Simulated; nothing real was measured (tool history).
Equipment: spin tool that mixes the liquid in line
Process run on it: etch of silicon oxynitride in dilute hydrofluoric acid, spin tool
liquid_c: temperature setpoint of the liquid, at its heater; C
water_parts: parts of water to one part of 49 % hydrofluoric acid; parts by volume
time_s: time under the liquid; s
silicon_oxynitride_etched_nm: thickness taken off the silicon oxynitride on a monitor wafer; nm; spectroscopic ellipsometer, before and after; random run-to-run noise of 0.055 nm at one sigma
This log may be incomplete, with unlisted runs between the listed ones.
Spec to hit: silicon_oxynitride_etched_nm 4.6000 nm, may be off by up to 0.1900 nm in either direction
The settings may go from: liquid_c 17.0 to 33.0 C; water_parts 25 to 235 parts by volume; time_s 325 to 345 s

run,hour,liquid_c,water_parts,time_s,silicon_oxynitride_etched_nm
1,0.0,25.0,130,325,6.0400
2,6.6,25.0,130,325,6.1630
3,11.8,23.5,130,325,5.6270
4,20.7,23.5,130,345,6.1607
5,28.7,23.5,130,345,5.9762
6,31.0,22.5,130,345,5.7557
7,34.1,21.5,130,345,5.4618
8,42.4,21.0,130,345,5.3422
9,48.0,20.5,130,345,5.2540
10,52.6,20.5,130,345,5.2639
11,55.5,20.0,130,345,5.2778
12,61.7,19.5,130,345,4.9271
13,63.5,19.0,130,345,4.8738

Pick the move, out of 5, that brings all results within their allowed miss; only one does.
A,65.3,19.0,140,330,?
B,65.3,19.5,145,330,?
C,65.3,18.5,135,345,?
D,65.3,20.0,150,325,?
E,65.3,19.5,145,325,?

move,silicon_oxynitride_etched_nm
A,4.3645
B,4.3021
C,4.6339
D,4.1805
E,4.2370
A: takes the biggest miss from the last run beyond its target
B: takes the biggest miss from the last run beyond its target
C: meets every target
D: takes the biggest miss from the last run beyond its target
E: takes the biggest miss from the last run beyond its target
So the answer is move C, the one that meets all the targets.
